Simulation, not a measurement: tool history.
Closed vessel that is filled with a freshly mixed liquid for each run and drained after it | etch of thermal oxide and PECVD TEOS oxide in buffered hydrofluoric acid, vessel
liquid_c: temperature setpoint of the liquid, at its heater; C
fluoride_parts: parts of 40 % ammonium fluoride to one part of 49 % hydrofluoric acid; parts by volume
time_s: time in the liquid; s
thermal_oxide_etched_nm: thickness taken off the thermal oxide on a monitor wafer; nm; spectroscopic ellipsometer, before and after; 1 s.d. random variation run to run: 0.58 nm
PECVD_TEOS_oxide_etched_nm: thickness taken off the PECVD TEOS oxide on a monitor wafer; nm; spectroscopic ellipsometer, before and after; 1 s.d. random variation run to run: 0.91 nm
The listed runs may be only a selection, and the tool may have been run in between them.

run,day,liquid_c,fluoride_parts,time_s,thermal_oxide_etched_nm,PECVD_TEOS_oxide_etched_nm
1,0,20,11,60,48.609,64.847
2,0.158,21.5,11,60,53.235,70.239
3,0.342,22.5,11,60,55.399,74.834
4,0.508,23.5,11,60,58.981,78.744
5,0.667,24.5,11,60,62.537,83.585
6,0.929,25,11,60,63.27,85.206
7,1.208,25.5,11,60,65.673,87.261
8,1.367,26,11,60,68.461,90.245
9,1.512,26.5,11,60,70.05,92.16

What does the tool deliver on the next run?
10,1.854,27,11,60,?,?

{"run 10": {"thermal_oxide_etched_nm": 71.51, "PECVD_TEOS_oxide_etched_nm": 96.105}}

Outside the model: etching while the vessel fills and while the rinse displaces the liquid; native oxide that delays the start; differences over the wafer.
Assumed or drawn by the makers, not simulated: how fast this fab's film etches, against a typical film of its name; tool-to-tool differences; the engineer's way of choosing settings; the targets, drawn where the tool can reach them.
